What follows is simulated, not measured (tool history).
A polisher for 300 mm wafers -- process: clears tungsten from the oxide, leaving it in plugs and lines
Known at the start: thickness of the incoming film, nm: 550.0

run	hour	flow of slurry (ml/min)	pressure of the wafer on the pad (psi)	speed of the pad under the wafer (m/s)	abrasive content of the slurry	overpolish time after the end point (s)	time until the end point was called (s)
1	0.0	225	3.1	1.22	1.0	11	107.84
2	3.2	225	2.6	1.22	1.0	11	131.10
3	7.5	225	2.6	1.22	1.2	11	120.74
4	12.9	225	2.3	1.12	1.2	11	147.61
5	21.7	225	2.0	1.06	1.2	11	178.94
6	24.9	225	1.8	1.04	1.2	11	203.58
7	29.4	225	1.7	1.04	1.2	11	214.79

Run 8 has not been measured yet. What should we expect?
8	36.7	225	1.6	1.04	1.2	11	?

time until the end point was called (s): 228.69

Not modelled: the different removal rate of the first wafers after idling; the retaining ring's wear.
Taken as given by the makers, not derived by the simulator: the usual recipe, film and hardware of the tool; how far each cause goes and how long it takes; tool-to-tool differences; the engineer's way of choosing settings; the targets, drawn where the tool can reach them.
